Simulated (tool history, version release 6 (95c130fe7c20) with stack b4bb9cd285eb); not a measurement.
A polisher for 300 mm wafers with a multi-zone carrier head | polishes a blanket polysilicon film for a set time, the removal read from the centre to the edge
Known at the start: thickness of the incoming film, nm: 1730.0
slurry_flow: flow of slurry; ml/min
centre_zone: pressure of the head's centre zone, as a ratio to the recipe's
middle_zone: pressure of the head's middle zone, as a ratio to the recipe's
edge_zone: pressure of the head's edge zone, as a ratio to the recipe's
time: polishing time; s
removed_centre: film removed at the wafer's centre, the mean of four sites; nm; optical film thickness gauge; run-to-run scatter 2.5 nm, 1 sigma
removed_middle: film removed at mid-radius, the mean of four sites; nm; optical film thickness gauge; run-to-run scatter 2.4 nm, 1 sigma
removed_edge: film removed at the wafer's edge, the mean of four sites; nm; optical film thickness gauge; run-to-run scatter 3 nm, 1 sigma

Run 1, day 0: slurry_flow 260 ml/min, centre_zone 1, middle_zone 1, edge_zone 1, time 47 s. Result: removed_centre 296.48 nm, removed_middle 303.37 nm, removed_edge 293.63 nm.
Run 2, day 0.1: slurry_flow 260 ml/min, centre_zone 1, middle_zone 1, edge_zone 1, time 39 s. Result: removed_centre 248.8 nm, removed_middle 255.11 nm, removed_edge 249.14 nm.
Run 3, day 0.467: slurry_flow 260 ml/min, centre_zone 1, middle_zone 1, edge_zone 1, time 30 s. Result: removed_centre 191.46 nm, removed_middle 196.96 nm, removed_edge 192.66 nm.
Run 4, day 0.833: slurry_flow 275 ml/min, centre_zone 1, middle_zone 1.05, edge_zone 1.05, time 35 s. Result: removed_centre 226.08 nm, removed_middle 237.04 nm, removed_edge 227.67 nm.
Run 5, day 1.154: slurry_flow 280 ml/min, centre_zone 0.98, middle_zone 1.09, edge_zone 1.07, time 39 s. Result: removed_centre 243.9 nm, removed_middle 275.32 nm, removed_edge 259.27 nm.
Run 6, day 1.312: slurry_flow 295 ml/min, centre_zone 0.98, middle_zone 1.12, edge_zone 1.09, time 41 s. Result: removed_centre 257.95 nm, removed_middle 298.24 nm, removed_edge 272.79 nm.
Run 7, day 1.583: slurry_flow 305 ml/min, centre_zone 0.98, middle_zone 1.14, edge_zone 1.11, time 43 s. Result: removed_centre 271.07 nm, removed_middle 317.57 nm, removed_edge 293.33 nm.
Run 8, day 1.675: slurry_flow 315 ml/min, centre_zone 0.98, middle_zone 1.15, edge_zone 1.11, time 44 s. Result: removed_centre 278.37 nm, removed_middle 327.18 nm, removed_edge 294.45 nm.
Run 9, day 1.762: slurry_flow 315 ml/min, centre_zone 0.98, middle_zone 1.16, edge_zone 1.12, time 45 s. Result: removed_centre 283.77 nm, removed_middle 343.24 nm, removed_edge 303.9 nm.
Run 10, day 1.954: slurry_flow 320 ml/min, centre_zone 0.99, middle_zone 1.17, edge_zone 1.14, time 46 s. Result: removed_centre 295.36 nm, removed_middle 349.38 nm, removed_edge 314.85 nm.

For run 11, what comes out?
At day 2.254: worn pad replaced by a new one.
Run 11, day 2.254: slurry_flow 330 ml/min, centre_zone 0.99, middle_zone 1.18, edge_zone 1.14, time 46 s. Result: removed_centre ?, removed_middle ?, removed_edge ?.

{"run 11": {"removed_centre": 318.53, "removed_middle": 381.7, "removed_edge": 337.34}}
